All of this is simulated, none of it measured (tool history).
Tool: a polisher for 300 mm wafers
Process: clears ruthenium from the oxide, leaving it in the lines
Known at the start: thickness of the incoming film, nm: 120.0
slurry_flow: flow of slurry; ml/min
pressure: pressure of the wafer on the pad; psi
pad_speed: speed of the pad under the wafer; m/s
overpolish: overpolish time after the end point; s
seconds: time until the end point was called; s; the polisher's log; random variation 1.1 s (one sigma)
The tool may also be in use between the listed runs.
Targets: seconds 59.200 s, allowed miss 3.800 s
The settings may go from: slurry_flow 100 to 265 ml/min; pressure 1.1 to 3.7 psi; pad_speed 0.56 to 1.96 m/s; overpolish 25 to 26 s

run 1 hour=0.0 | slurry_flow=170 pressure=2.4 pad_speed=1.26 overpolish=25 | seconds=88.463
run 2 hour=6.1 | slurry_flow=170 pressure=2.6 pad_speed=1.28 overpolish=25 | seconds=79.355
run 3 hour=11.8 | slurry_flow=170 pressure=2.8 pad_speed=1.30 overpolish=25 | seconds=73.737
run 4 hour=14.7 | slurry_flow=190 pressure=2.8 pad_speed=1.30 overpolish=25 | seconds=73.489
run 5 hour=18.2 | slurry_flow=190 pressure=2.9 pad_speed=1.32 overpolish=25 | seconds=70.919
run 6 hour=19.1 | slurry_flow=225 pressure=2.9 pad_speed=1.32 overpolish=25 | seconds=67.527
run 7 hour=21.9 | slurry_flow=225 pressure=3.0 pad_speed=1.32 overpolish=25 | seconds=66.265
run 8 hour=23.2 | slurry_flow=225 pressure=3.1 pad_speed=1.32 overpolish=25 | seconds=66.499
run 9 hour=28.6 | slurry_flow=225 pressure=3.2 pad_speed=1.34 overpolish=25 | seconds=63.906

Which of these 5 next moves meets every target?
run A hour=34.0 | slurry_flow=265 pressure=3.5 pad_speed=1.30 overpolish=26 | seconds=?
run B hour=34.0 | slurry_flow=250 pressure=3.1 pad_speed=1.16 overpolish=26 | seconds=?
run C hour=34.0 | slurry_flow=240 pressure=3.2 pad_speed=1.24 overpolish=26 | seconds=?
run D hour=34.0 | slurry_flow=260 pressure=3.3 pad_speed=1.06 overpolish=25 | seconds=?
run E hour=34.0 | slurry_flow=230 pressure=3.1 pad_speed=1.12 overpolish=25 | seconds=?

move=A seconds=58.145
move=B seconds=71.474
move=C seconds=65.946
move=D seconds=73.100
move=E seconds=74.299
A: meets every target
B: further off than the last run
C: further off than the last run
D: further off than the last run
E: further off than the last run
Move A is the one to make.
